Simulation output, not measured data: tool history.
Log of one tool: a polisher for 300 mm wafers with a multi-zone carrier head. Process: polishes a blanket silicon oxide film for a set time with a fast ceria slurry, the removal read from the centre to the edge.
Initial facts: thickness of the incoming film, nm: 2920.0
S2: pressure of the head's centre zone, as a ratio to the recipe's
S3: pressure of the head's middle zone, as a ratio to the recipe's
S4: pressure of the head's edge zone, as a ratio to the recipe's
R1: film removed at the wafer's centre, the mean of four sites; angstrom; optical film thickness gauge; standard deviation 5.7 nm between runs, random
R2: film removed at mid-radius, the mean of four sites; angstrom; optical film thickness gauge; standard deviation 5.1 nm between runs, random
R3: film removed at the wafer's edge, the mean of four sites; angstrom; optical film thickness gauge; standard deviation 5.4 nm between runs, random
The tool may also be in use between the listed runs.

Run 1, hour 0: flow of slurry (ml/min) 320, S2 1, S3 1, S4 1, polishing time (s) 76. Result: R1 7283.6 angstrom, R2 7217 angstrom, R3 7002 angstrom.
Run 2, hour 6.4: flow of slurry (ml/min) 320, S2 1, S3 0.97, S4 0.99, polishing time (s) 72. Result: R1 6649 angstrom, R2 6513.3 angstrom, R3 6724.1 angstrom.
Run 3, hour 14.8: flow of slurry (ml/min) 320, S2 1.02, S3 0.96, S4 0.97, polishing time (s) 68. Result: R1 6476.3 angstrom, R2 6228.1 angstrom, R3 6281.4 angstrom.
Run 4, hour 18.7: flow of slurry (ml/min) 320, S2 1.02, S3 0.96, S4 1.05, polishing time (s) 68. Result: R1 6606.9 angstrom, R2 6204.7 angstrom, R3 6558 angstrom.
Run 5, hour 24.9: flow of slurry (ml/min) 320, S2 1.02, S3 0.96, S4 0.99, polishing time (s) 68. Result: R1 6677.7 angstrom, R2 6209 angstrom, R3 6397.5 angstrom.
Run 6, hour 33: flow of slurry (ml/min) 320, S2 1.02, S3 0.95, S4 0.98, polishing time (s) 65. Result: R1 6234 angstrom, R2 5881.5 angstrom, R3 6096.1 angstrom.

Run 7 comes next. What will it give?
Run 7, hour 38.2: flow of slurry (ml/min) 320, S2 1.03, S3 0.94, S4 0.96, polishing time (s) 63. Result: R1 ?, R2 ?, R3 ?.

Run 7 came out at R1 6202 angstrom, R2 5642.6 angstrom, R3 5863 angstrom.
